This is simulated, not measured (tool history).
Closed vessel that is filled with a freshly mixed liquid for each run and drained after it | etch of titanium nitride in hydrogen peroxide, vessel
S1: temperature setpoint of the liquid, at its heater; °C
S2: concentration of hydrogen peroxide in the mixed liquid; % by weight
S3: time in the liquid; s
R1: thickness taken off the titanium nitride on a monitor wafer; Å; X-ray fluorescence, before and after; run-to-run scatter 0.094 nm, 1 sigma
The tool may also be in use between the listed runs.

run 1 hour=0.0 | S1=56.0 S2=16.5 S3=685 | R1=425.38
run 2 hour=6.8 | S1=56.0 S2=13.5 S3=685 | R1=409.94
run 3 hour=15.0 | S1=52.5 S2=13.5 S3=685 | R1=321.07
run 4 hour=21.6 | S1=56.0 S2=13.5 S3=685 | R1=407.24
run 5 hour=26.9 | S1=56.0 S2=13.5 S3=735 | R1=435.68
run 6 hour=32.4 | S1=52.5 S2=13.5 S3=735 | R1=343.40
run 7 hour=37.9 | S1=49.5 S2=13.5 S3=735 | R1=275.19
run 8 hour=45.5 | S1=47.5 S2=13.5 S3=735 | R1=241.11

For run 9, what comes out?
run 9 hour=51.3 | S1=46.5 S2=13.5 S3=735 | R1=?

{"run 9": {"R1": 223.32}}

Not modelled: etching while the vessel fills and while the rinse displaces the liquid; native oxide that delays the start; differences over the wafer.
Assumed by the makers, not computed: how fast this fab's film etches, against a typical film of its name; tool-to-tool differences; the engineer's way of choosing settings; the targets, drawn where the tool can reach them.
